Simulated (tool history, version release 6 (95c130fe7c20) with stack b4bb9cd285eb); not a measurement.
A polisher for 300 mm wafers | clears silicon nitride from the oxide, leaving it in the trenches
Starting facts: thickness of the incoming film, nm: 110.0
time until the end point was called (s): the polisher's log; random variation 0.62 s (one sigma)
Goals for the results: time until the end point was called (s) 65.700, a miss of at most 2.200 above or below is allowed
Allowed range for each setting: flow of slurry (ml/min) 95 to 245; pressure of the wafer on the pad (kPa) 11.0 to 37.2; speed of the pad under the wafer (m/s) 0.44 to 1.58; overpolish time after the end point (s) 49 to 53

run	hour	flow of slurry (ml/min)	pressure of the wafer on the pad (kPa)	speed of the pad under the wafer (m/s)	overpolish time after the end point (s)	time until the end point was called (s)
1	0.0	155	24.1	1.00	49	83.762
2	4.8	160	24.8	1.00	49	82.083
3	13.7	160	24.8	0.86	49	93.193
4	18.4	160	19.3	0.86	49	117.790
# hour 23.1: head pressure recalibrated
5	23.1	160	24.8	0.86	49	101.930
6	30.6	160	24.8	0.62	49	127.290
7	33.1	160	26.9	0.64	49	115.890
8	39.6	160	28.3	0.66	49	109.950
9	44.7	160	29.6	0.68	49	102.140
10	46.3	160	31.0	0.70	49	92.980
11	49.0	160	31.7	0.72	49	91.540

Exercise: of the 5 proposed moves below, exactly one satisfies all targets within the stated allowed misses. Which move is it?
A	51.7	160	31.0	1.00	53	?
B	51.7	100	31.7	1.24	49	?
C	51.7	180	30.3	1.00	53	?
D	51.7	175	33.8	0.90	53	?
E	51.7	160	35.2	0.88	49	?

move	time until the end point was called (s)
A	73.168
B	67.177
C	73.344
D	72.012
E	71.529
A: nearer the targets than the last run, but a result is still out of spec
B: each result inside its tolerance
C: nearer the targets than the last run, but a result is still out of spec
D: nearer the targets than the last run, but a result is still out of spec
E: nearer the targets than the last run, but a result is still out of spec
B meets every target.
